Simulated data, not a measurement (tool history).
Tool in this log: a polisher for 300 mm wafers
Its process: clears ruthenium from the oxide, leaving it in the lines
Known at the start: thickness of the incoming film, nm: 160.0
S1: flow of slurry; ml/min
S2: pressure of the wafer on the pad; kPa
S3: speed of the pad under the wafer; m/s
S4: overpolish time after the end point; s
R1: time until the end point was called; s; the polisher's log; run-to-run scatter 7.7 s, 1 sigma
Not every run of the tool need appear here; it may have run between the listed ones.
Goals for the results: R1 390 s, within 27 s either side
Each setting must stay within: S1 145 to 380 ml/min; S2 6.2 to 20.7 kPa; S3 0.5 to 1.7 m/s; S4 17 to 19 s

run 1 hour=0 | S1=245 S2=13.1 S3=1.1 S4=17 | R1=138.07
run 2 hour=1.1 | S1=245 S2=11 S3=1.1 S4=17 | R1=166.04
run 3 hour=3.3 | S1=245 S2=8.3 S3=1.1 S4=17 | R1=220.1
run 4 hour=4.7 | S1=245 S2=8.3 S3=1.06 S4=17 | R1=213.72
run 5 hour=12.9 | S1=235 S2=8.3 S3=1 S4=17 | R1=231.57
run 6 hour=13.9 | S1=235 S2=8.3 S3=0.96 S4=17 | R1=248.13
run 7 hour=22.1 | S1=235 S2=8.3 S3=0.94 S4=17 | R1=246.56
run 8 hour=27.4 | S1=235 S2=8.3 S3=0.9 S4=17 | R1=253.11
run 9 hour=29.5 | S1=235 S2=8.3 S3=0.9 S4=17 | R1=260.21
run 10 hour=32.8 | S1=235 S2=8.3 S3=0.88 S4=17 | R1=261.97
run 11 hour=37.3 | S1=235 S2=8.3 S3=0.86 S4=17 | R1=268.77
run 12 hour=44.2 | S1=230 S2=6.2 S3=0.6 S4=17 | R1=498.6

Exactly one of the 5 candidate moves below puts every result within its allowed miss. Which one?
run A hour=51.1 | S1=250 S2=7.6 S3=0.56 S4=17 | R1=?
run B hour=51.1 | S1=240 S2=8.3 S3=0.6 S4=17 | R1=?
run C hour=51.1 | S1=200 S2=8.3 S3=0.68 S4=19 | R1=?
run D hour=51.1 | S1=275 S2=9.7 S3=0.6 S4=17 | R1=?
run E hour=51.1 | S1=210 S2=6.2 S3=0.5 S4=19 | R1=?

move=A R1=427.88
move=B R1=370.65
move=C R1=336.32
move=D R1=315.41
move=E R1=586.77
A: nearer the targets than the last run, but a result is still out of spec
B: every result lands within tolerance
C: carries the result that was furthest off beyond its target, to the other side
D: carries the result that was furthest off beyond its target, to the other side
E: its largest miss is bigger than the last run's
B is the move that brings every result within its allowed miss.
